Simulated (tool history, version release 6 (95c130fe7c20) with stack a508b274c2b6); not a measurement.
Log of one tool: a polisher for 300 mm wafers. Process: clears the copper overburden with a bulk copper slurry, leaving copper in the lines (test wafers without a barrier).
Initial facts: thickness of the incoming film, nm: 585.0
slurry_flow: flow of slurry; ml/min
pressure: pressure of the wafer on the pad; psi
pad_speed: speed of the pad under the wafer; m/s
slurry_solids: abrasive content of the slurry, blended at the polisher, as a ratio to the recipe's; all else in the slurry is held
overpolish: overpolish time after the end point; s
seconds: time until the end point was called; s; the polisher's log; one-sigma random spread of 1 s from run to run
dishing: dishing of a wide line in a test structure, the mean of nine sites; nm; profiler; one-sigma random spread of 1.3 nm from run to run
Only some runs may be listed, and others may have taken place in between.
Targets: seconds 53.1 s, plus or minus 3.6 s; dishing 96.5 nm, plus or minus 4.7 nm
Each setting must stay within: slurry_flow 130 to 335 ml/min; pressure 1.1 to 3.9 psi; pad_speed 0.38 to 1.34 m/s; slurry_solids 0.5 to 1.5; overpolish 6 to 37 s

run 1 hour=0 | slurry_flow=215 pressure=2.5 pad_speed=0.86 slurry_solids=1 overpolish=19 | seconds=92.586 dishing=71.417
run 2 hour=0.7 | slurry_flow=215 pressure=2.5 pad_speed=0.86 slurry_solids=1 overpolish=11 | seconds=89.729 dishing=49.879
run 3 hour=9.4 | slurry_flow=215 pressure=2.7 pad_speed=0.88 slurry_solids=1 overpolish=12 | seconds=83.397 dishing=55.73
run 4 hour=17 | slurry_flow=215 pressure=2.3 pad_speed=0.88 slurry_solids=1 overpolish=12 | seconds=96.626 dishing=49.715
run 5 hour=25.2 | slurry_flow=215 pressure=2.6 pad_speed=0.88 slurry_solids=1 overpolish=12 | seconds=86.31 dishing=55.438
-- hour=31.4 worn pad replaced by a new one
run 6 hour=31.4 | slurry_flow=215 pressure=2.8 pad_speed=0.9 slurry_solids=1 overpolish=13 | seconds=71.101 dishing=64.986
run 7 hour=38.4 | slurry_flow=215 pressure=2.9 pad_speed=0.9 slurry_solids=1 overpolish=14 | seconds=69.636 dishing=69.708
run 8 hour=40.2 | slurry_flow=215 pressure=3 pad_speed=0.9 slurry_solids=1 overpolish=14 | seconds=66.952 dishing=71.743
run 9 hour=43.2 | slurry_flow=215 pressure=3.1 pad_speed=0.9 slurry_solids=1 overpolish=14 | seconds=64.211 dishing=75.634
run 10 hour=46.8 | slurry_flow=215 pressure=3.2 pad_speed=0.9 slurry_solids=1 overpolish=14 | seconds=62.86 dishing=74.677
run 11 hour=48.8 | slurry_flow=215 pressure=3.3 pad_speed=0.9 slurry_solids=1 overpolish=15 | seconds=61.264 dishing=79.838
run 12 hour=56.9 | slurry_flow=215 pressure=3.4 pad_speed=0.9 slurry_solids=1 overpolish=15 | seconds=59.654 dishing=81.633
run 13 hour=60.5 | slurry_flow=215 pressure=3.5 pad_speed=0.9 slurry_solids=1 overpolish=15 | seconds=58.222 dishing=83.693

Which single option among these 5 for the next run brings every result within its allowed miss of target? Just one does.
run A hour=64.1 | slurry_flow=330 pressure=3.8 pad_speed=0.84 slurry_solids=1.25 overpolish=20 | seconds=? dishing=?
run B hour=64.1 | slurry_flow=280 pressure=2.9 pad_speed=1.02 slurry_solids=0.85 overpolish=24 | seconds=? dishing=?
run C hour=64.1 | slurry_flow=210 pressure=3.5 pad_speed=1.06 slurry_solids=0.85 overpolish=10 | seconds=? dishing=?
run D hour=64.1 | slurry_flow=210 pressure=3.8 pad_speed=0.68 slurry_solids=1.25 overpolish=20 | seconds=? dishing=?
run E hour=64.1 | slurry_flow=165 pressure=3.5 pad_speed=0.86 slurry_solids=0.9 overpolish=12 | seconds=? dishing=?

move=A seconds=52.535 dishing=98.204
move=B seconds=62.157 dishing=95.045
move=C seconds=51.932 dishing=69.396
move=D seconds=67.146 dishing=88.648
move=E seconds=64.478 dishing=67.942
A: in spec on every target
B: corrects the largest miss of the last run, while another result sits out of spec
C: moves away from the targets compared with the last run
D: moves away from the targets compared with the last run
E: moves away from the targets compared with the last run
Go with A: it meets all targets.
